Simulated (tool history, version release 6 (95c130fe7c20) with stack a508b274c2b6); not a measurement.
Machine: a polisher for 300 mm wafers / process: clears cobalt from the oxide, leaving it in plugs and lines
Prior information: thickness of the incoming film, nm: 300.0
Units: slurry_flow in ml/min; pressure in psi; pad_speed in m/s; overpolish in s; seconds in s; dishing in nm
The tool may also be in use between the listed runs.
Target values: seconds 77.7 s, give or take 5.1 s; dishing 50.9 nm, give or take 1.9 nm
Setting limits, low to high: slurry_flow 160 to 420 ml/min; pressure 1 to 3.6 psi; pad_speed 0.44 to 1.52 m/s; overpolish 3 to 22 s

| run | hour | slurry_flow | pressure | pad_speed | overpolish | seconds | dishing |
|---|---|---|---|---|---|---|---|
| 1 | 0 | 270 | 2.3 | 0.98 | 11 | 64.769 | 39.758 |
| 2 | 5.4 | 270 | 2.3 | 0.84 | 11 | 76.644 | 35.776 |
| 3 | 7.2 | 270 | 2.3 | 0.84 | 13 | 73.839 | 41.097 |
| 4 | 8.4 | 325 | 2.3 | 0.84 | 13 | 74.462 | 40.044 |
| 5 | 9.7 | 275 | 2.3 | 0.84 | 13 | 75.194 | 40.52 |
| 6 | 13.2 | 275 | 2.3 | 0.84 | 14 | 73.887 | 42.476 |
| 7 | 21.7 | 275 | 2.3 | 0.84 | 15 | 74.995 | 44.128 |
| 8 | 23 | 275 | 2.2 | 0.84 | 18 | 76.983 | 47.952 |
| 9 | 24.1 | 275 | 2.2 | 0.82 | 19 | 81.414 | 48.859 |

Which one of the following 5 next-run settings gets every result inside its allowed miss? There is exactly one.
| A | 25.2 | 265 | 2.5 | 0.8 | 16 | ? | ? |
| B | 25.2 | 275 | 2.2 | 0.76 | 18 | ? | ? |
| C | 25.2 | 270 | 1.9 | 1 | 20 | ? | ? |
| D | 25.2 | 305 | 1.9 | 0.9 | 18 | ? | ? |
| E | 25.2 | 255 | 2 | 0.98 | 16 | ? | ? |

| move | seconds | dishing |
|---|---|---|
| A | 73.513 | 47.643 |
| B | 86.724 | 46.418 |
| C | 78.171 | 51.987 |
| D | 85.004 | 46.956 |
| E | 76.253 | 46.667 |
A: lands further from the targets than the last run did
B: lands further from the targets than the last run did
C: every result within its allowed miss
D: lands further from the targets than the last run did
E: lands further from the targets than the last run did
Move C is the one to make.

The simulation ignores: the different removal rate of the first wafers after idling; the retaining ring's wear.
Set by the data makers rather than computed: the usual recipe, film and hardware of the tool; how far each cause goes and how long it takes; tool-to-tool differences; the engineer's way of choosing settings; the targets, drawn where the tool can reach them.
